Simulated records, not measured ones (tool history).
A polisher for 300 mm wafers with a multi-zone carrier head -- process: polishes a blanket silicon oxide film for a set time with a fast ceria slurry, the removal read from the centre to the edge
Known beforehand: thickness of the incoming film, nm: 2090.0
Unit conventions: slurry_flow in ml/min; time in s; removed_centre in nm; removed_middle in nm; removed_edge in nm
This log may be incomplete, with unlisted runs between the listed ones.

| run | hour | slurry_flow | centre_zone | middle_zone | edge_zone | time | removed_centre | removed_middle | removed_edge |
|---|---|---|---|---|---|---|---|---|---|
| 1 | 0 | 175 | 1 | 1 | 1 | 47 | 691.68 | 720.63 | 690.04 |
| 2 | 2.3 | 175 | 1 | 1.07 | 1 | 47 | 682.79 | 764.7 | 699.66 |
| 3 | 10.2 | 170 | 0.97 | 1.06 | 0.99 | 46 | 647.41 | 748.49 | 663.18 |
| 4 | 17.2 | 170 | 0.89 | 1.06 | 0.99 | 46 | 604.93 | 752.95 | 651.88 |
| 5 | 20.8 | 165 | 0.88 | 1.05 | 1 | 45 | 578.15 | 715.13 | 648.78 |
| 6 | 25.5 | 165 | 0.83 | 1.05 | 1 | 45 | 546.08 | 707.7 | 663.4 |
| 7 | 29.4 | 130 | 0.81 | 1.03 | 0.91 | 39 | 444.5 | 594.61 | 534 |
| 8 | 31.1 | 135 | 0.81 | 1.03 | 0.92 | 39 | 441.02 | 581.31 | 548.23 |

Forecast run 9:
|  | 39.6 | edge zone pressure recalibrated |
| 9 | 39.6 | 140 | 0.81 | 1.03 | 0.92 | 39 | ? | ? | ? |

Run 9 produced removed_centre 441.81 nm, removed_middle 593.41 nm, removed_edge 553.9 nm.
